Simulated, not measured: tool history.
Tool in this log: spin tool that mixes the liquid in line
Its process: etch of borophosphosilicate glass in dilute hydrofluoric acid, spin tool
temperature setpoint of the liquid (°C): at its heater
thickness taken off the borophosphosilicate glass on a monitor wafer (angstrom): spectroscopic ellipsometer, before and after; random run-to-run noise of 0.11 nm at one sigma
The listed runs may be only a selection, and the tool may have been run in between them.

run  hour  temperature setpoint of the liquid (°C)  parts of water to one part of 49 % hydrofluoric acid (parts by volume)  time under the liquid (s)  thickness taken off the borophosphosilicate glass on a monitor wafer (angstrom)
  1   0.0                                     21.0                                                                      75                         15                                                                           88.521
  2   4.5                                     22.5                                                                      75                         15                                                                           93.825
  3   6.9                                     22.5                                                                      45                         15                                                                          160.850
  4  12.2                                     22.5                                                                      45                         15                                                                          164.170
  5  13.4                                     21.0                                                                      45                         15                                                                          152.520
  6  15.5                                     20.0                                                                      45                         15                                                                          145.100

Run 7, settings as shown, results not yet in. Your forecast:
  7  21.6                                     19.0                                                                      45                         15                                                                                ?

{"run 7": {"thickness taken off the borophosphosilicate glass on a monitor wafer (angstrom)": 140.94}}
